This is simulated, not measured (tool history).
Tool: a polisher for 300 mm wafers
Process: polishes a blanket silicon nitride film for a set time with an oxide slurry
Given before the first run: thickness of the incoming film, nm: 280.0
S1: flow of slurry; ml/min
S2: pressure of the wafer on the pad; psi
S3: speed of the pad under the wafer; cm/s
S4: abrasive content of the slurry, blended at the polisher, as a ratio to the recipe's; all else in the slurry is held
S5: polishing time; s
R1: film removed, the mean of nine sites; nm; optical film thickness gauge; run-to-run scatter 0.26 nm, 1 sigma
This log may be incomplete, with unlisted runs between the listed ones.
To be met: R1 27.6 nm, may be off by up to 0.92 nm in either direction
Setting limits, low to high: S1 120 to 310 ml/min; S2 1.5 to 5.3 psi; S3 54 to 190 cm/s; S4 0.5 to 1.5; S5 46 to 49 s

run,hour,S1,S2,S3,S4,S5,R1
1,0,200,3.4,122,1,46,35.958
2,2.3,200,3.4,138,1,46,39.85
3,10.3,200,3.4,150,1,46,42.479
4,12.1,200,3.2,150,1,46,40.11
5,15.1,200,3.2,150,1,46,40.078
6,15.7,200,3.2,128,1,46,35.207
7,21.1,200,3.1,128,1,46,34.261
# hour 27: head pressure recalibrated
8,27,200,3,128,1,46,31.042
9,35,200,3,128,1,46,31.883
10,39.9,190,2.5,128,1,46,26.083
11,47.9,190,2.5,128,1,46,26.403

Which single option among these 4 for the next run brings every result within its allowed miss of target? Just one does.
A,55.9,215,2.7,130,0.95,46,?
B,55.9,220,2.6,100,1.05,48,?
C,55.9,200,2.7,120,0.95,46,?
D,55.9,240,2.2,132,1,46,?

move,R1
A,27.817
B,24.288
C,25.909
D,24.204
A: all results in spec
B: moves away from the targets compared with the last run
C: moves away from the targets compared with the last run
D: moves away from the targets compared with the last run
Answer: A
